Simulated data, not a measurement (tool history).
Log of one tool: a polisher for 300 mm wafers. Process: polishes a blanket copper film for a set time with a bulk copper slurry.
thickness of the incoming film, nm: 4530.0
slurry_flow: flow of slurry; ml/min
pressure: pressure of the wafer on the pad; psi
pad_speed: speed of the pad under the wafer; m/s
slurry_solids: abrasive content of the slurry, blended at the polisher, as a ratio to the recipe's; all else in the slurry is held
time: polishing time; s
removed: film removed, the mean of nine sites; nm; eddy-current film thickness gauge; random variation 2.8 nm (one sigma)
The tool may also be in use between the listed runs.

run,day,slurry_flow,pressure,pad_speed,slurry_solids,time,removed
1,0.000,255,3.2,1.34,1.0,27,336.90
2,0.275,255,3.0,1.34,1.0,27,314.31
3,0.471,255,2.9,1.34,1.0,27,302.99
4,0.579,255,2.8,1.34,1.0,27,295.16
5,0.808,255,2.8,1.34,1.1,27,298.09
6,0.921,195,2.8,1.34,1.1,27,287.21
7,1.050,195,2.7,1.34,1.1,27,283.75
8,1.358,195,2.6,1.34,1.1,27,262.40

The next listed run, before its measurement:
9,1.525,190,2.5,1.34,1.1,27,?

Run 9 gave removed 257.92 nm.
